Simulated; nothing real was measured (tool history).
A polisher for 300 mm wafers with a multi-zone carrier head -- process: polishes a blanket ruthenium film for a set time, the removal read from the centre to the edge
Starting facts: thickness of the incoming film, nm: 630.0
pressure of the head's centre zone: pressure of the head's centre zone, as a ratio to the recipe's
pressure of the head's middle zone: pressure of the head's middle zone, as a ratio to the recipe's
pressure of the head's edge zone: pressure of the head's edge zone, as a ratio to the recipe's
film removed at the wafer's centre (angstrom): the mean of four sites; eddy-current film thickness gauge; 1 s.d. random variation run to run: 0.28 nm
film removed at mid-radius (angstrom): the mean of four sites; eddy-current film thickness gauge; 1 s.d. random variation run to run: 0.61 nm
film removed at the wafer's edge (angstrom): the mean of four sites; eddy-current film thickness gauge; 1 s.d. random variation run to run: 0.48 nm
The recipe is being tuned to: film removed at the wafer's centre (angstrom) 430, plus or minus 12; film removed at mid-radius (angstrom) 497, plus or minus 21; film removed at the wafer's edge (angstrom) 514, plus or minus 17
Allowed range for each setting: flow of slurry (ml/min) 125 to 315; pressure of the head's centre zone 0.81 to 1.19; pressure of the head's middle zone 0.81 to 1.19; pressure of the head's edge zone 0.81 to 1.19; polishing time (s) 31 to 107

run  hour  flow of slurry (ml/min)  pressure of the head's centre zone  pressure of the head's middle zone  pressure of the head's edge zone  polishing time (s)  film removed at the wafer's centre (angstrom)  film removed at mid-radius (angstrom)  film removed at the wafer's edge (angstrom)
  1     0                      205                                   1                                   1                                 1                  69                                         631.52                                 653.05                                       640.27
  2   6.6                      205                                   1                                   1                                 1                  56                                         514.57                                 520.12                                       522.17
  3   7.9                      160                                   1                                   1                                 1                  56                                         483.87                                 493.58                                       496.04
  4   9.1                      160                                   1                                   1                                 1                  62                                         536.32                                 553.52                                       554.88
  5  13.1                      205                                   1                                   1                                 1                  62                                         565.92                                 583.46                                       571.87
  6  17.3                      205                                1.05                                   1                                 1                  62                                         598.46                                 576.92                                       579.16
  7  23.3                      205                                1.05                                   1                                 1                  62                                         596.68                                 572.38                                       567.89
  8  24.8                      185                                   1                                0.98                              0.99                  61                                         540.65                                  548.6                                       552.41
  9  28.1                      170                                0.96                                0.97                              0.98                  61                                          510.3                                 534.37                                        538.6
 10  29.7                      160                                0.93                                0.96                              0.98                  61                                         490.97                                 530.95                                       537.99
 11  36.1                      140                                0.83                                0.91                              0.95                  58                                         402.72                                 463.13                                       498.64
 12  44.9                      150                                0.84                                0.92                              0.95                  58                                          419.8                                 481.87                                       505.79

Next run, 4 choices. One meets every target within its allowed miss, the rest don't. Which?
  A  53.7                      140                                0.85                                0.89                              0.97                  57                                              ?                                      ?                                            ?
  B  53.7                      165                                0.84                                0.93                              0.92                  59                                              ?                                      ?                                            ?
  C  53.7                      155                                0.82                                0.92                              1.01                  56                                              ?                                      ?                                            ?
  D  53.7                      140                                0.89                                1.01                              0.94                  61                                              ?                                      ?                                            ?

move  film removed at the wafer's centre (angstrom)  film removed at mid-radius (angstrom)  film removed at the wafer's edge (angstrom)
   A                                         404.02                                 453.33                                       493.16
   B                                         430.85                                 504.09                                       511.06
   C                                         393.24                                 468.17                                       502.29
   D                                         453.27                                 536.38                                        519.2
A: further off than the last run
B: hits every target within its allowed miss
C: further off than the last run
D: the result that was furthest off in the last run now lies on the other side of its target
Go with B: it meets all targets.

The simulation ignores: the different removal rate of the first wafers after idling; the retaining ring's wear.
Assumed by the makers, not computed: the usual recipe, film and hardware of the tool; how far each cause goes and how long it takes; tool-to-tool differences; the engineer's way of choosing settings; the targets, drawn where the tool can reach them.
